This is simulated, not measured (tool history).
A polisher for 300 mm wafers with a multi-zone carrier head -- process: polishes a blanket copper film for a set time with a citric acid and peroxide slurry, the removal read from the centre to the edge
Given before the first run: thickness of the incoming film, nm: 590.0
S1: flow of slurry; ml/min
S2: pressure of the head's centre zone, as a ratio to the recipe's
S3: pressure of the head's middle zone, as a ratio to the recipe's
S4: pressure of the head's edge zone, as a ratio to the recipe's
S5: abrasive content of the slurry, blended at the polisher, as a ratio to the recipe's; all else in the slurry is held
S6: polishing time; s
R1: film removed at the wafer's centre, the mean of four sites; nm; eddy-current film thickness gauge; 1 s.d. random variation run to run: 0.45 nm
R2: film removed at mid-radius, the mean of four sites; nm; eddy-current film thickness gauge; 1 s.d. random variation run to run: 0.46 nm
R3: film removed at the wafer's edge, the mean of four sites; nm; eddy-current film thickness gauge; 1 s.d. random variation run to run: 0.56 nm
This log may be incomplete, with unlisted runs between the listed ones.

Run 1, hour 0: S1 170 ml/min, S2 1, S3 1, S4 1, S5 1, S6 35 s. Result: R1 90.853 nm, R2 90.812 nm, R3 90.239 nm.
Run 2, hour 7: S1 170 ml/min, S2 1, S3 1, S4 1, S5 1, S6 28 s. Result: R1 72.42 nm, R2 71.447 nm, R3 70.55 nm.
Run 3, hour 11.5: S1 170 ml/min, S2 1.02, S3 0.99, S4 0.97, S5 0.9, S6 27 s. Result: R1 70.872 nm, R2 67.65 nm, R3 67.899 nm.
Run 4, hour 14.5: S1 170 ml/min, S2 1.02, S3 0.99, S4 0.97, S5 0.9, S6 22 s. Result: R1 57.378 nm, R2 55.352 nm, R3 54.383 nm.
Run 5, hour 21.2: S1 185 ml/min, S2 1.05, S3 0.99, S4 0.95, S5 0.85, S6 22 s. Result: R1 59.108 nm, R2 54.937 nm, R3 54.319 nm.
Run 6, hour 29.9: S1 185 ml/min, S2 1.05, S3 0.99, S4 1.02, S5 0.85, S6 22 s. Result: R1 59.329 nm, R2 55.166 nm, R3 55.505 nm.
Run 7, hour 34.2: S1 195 ml/min, S2 1.08, S3 0.99, S4 1, S5 0.85, S6 22 s. Result: R1 61.325 nm, R2 55.219 nm, R3 54.979 nm.
Run 8, hour 43.2: S1 200 ml/min, S2 1.1, S3 0.99, S4 0.99, S5 0.85, S6 22 s. Result: R1 62.752 nm, R2 55.262 nm, R3 55.099 nm.

What will run 9 give?
Run 9, hour 51.5: S1 205 ml/min, S2 1.12, S3 0.99, S4 0.97, S5 0.85, S6 22 s. Result: R1 ?, R2 ?, R3 ?.

Logged for run 9: R1 64.41 nm, R2 54.95 nm, R3 54.462 nm.
